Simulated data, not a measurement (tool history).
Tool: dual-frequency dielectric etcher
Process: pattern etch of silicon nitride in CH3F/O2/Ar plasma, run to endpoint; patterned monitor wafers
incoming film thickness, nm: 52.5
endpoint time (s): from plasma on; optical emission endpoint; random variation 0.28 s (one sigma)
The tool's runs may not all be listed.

| run | hour | source power (kW) | bias power (kW) | endpoint time (s) |
|---|---|---|---|---|
| 1 | 0 | 0.34 | 0.071 | 79.696 |
| 2 | 8.6 | 0.36 | 0.072 | 77.772 |
| 3 | 11.9 | 0.36 | 0.062 | 81.321 |
| 4 | 20.3 | 0.38 | 0.063 | 79.349 |
| 5 | 23.8 | 0.38 | 0.074 | 75.693 |
| 6 | 28.3 | 0.38 | 0.08 | 73.91 |

Forecast run 7:
| 7 | 34.5 | 0.39 | 0.08 | ? |

{"run 7": {"endpoint time (s)": 73.599}}
